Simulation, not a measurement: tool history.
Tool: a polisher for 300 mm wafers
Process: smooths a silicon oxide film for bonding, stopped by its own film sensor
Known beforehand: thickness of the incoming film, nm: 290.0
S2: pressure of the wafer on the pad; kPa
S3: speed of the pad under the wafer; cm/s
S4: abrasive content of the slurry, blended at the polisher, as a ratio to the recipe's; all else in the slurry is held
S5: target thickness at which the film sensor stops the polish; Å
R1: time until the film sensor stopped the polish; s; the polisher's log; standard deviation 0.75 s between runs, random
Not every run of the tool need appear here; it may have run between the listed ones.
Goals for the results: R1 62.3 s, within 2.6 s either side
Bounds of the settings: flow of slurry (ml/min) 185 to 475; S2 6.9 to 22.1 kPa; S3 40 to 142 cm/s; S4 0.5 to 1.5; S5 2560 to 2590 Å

{"run": 1, "hour": 0.0, "flow of slurry (ml/min)": 305, "S2": 14.5, "S3": 90, "S4": 1, "S5": 2560, "R1": 42.415}
{"run": 2, "hour": 2.5, "flow of slurry (ml/min)": 250, "S2": 14.5, "S3": 90, "S4": 1, "S5": 2560, "R1": 43.153}
{"run": 3, "hour": 11.1, "flow of slurry (ml/min)": 250, "S2": 14.5, "S3": 74, "S4": 1, "S5": 2560, "R1": 49.433}
{"run": 4, "hour": 19.5, "flow of slurry (ml/min)": 250, "S2": 14.5, "S3": 74, "S4": 1, "S5": 2590, "R1": 45.29}
{"run": 5, "hour": 25.8, "flow of slurry (ml/min)": 250, "S2": 13.1, "S3": 74, "S4": 1, "S5": 2590, "R1": 48.753}
{"run": 6, "hour": 32.5, "flow of slurry (ml/min)": 250, "S2": 13.1, "S3": 74, "S4": 1.1, "S5": 2590, "R1": 45.938}
{"run": 7, "hour": 40.6, "flow of slurry (ml/min)": 250, "S2": 11.7, "S3": 72, "S4": 1.1, "S5": 2590, "R1": 51.799}
{"run": 8, "hour": 45.8, "flow of slurry (ml/min)": 250, "S2": 11, "S3": 72, "S4": 1.1, "S5": 2590, "R1": 55.662}
{"run": 9, "hour": 53.6, "flow of slurry (ml/min)": 250, "S2": 11, "S3": 72, "S4": 1.1, "S5": 2590, "R1": 54.009}

Which one of the following 5 next-run settings gets every result inside its allowed miss? There is exactly one.
{"run": "A", "hour": 61.4, "flow of slurry (ml/min)": 245, "S2": 9.7, "S3": 94, "S4": 0.9, "S5": 2580, "R1": "?"}
{"run": "B", "hour": 61.4, "flow of slurry (ml/min)": 270, "S2": 10.3, "S3": 82, "S4": 1.15, "S5": 2590, "R1": "?"}
{"run": "C", "hour": 61.4, "flow of slurry (ml/min)": 240, "S2": 11, "S3": 82, "S4": 1.1, "S5": 2580, "R1": "?"}
{"run": "D", "hour": 61.4, "flow of slurry (ml/min)": 255, "S2": 11, "S3": 66, "S4": 1.15, "S5": 2580, "R1": "?"}
{"run": "E", "hour": 61.4, "flow of slurry (ml/min)": 220, "S2": 9.7, "S3": 74, "S4": 1, "S5": 2580, "R1": "?"}

move=A R1=62.861
move=B R1=52.126
move=C R1=52.603
move=D R1=57.872
move=E R1=68.167
A: meets every target
B: the biggest miss grows against the last run
C: the biggest miss grows against the last run
D: moves toward the targets from the last run without getting all of them in spec
E: takes the result that was furthest off past its target
So the answer is move A, the one that meets all the targets.
